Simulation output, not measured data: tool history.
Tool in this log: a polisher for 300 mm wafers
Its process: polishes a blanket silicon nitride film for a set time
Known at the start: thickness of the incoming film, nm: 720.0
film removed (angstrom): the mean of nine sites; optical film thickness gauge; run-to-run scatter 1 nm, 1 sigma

run,hour,flow of slurry (ml/min),pressure of the wafer on the pad (psi),speed of the pad under the wafer (cm/s),polishing time (s),film removed (angstrom)
1,0.0,215,4.6,96,117,2961.7
2,4.0,215,4.6,110,117,3282.6
3,6.8,215,4.6,122,117,3533.3
4,9.3,215,4.6,142,117,4006.8
5,12.6,215,4.6,126,117,3631.6
6,16.9,210,4.2,120,117,3243.1
7,20.6,205,3.8,112,117,2738.9
# hour 23.5: head pressure recalibrated
8,23.5,200,3.5,108,117,2288.3
9,26.3,190,3.3,108,117,2134.5
10,34.4,180,3.2,108,117,2061.3
11,35.1,155,2.1,108,117,1354.7
12,40.1,165,2.1,108,117,1351.8
13,40.9,170,3.0,108,117,1937.1
14,45.8,170,2.9,108,117,1864.2
15,46.5,170,2.9,108,117,1846.6
16,49.6,170,2.8,108,117,1792.2
17,50.9,170,2.7,108,117,1730.7

What does the tool deliver on the next run?
18,52.8,165,2.7,108,117,?

Run 18 gave film removed (angstrom) 1722.1.
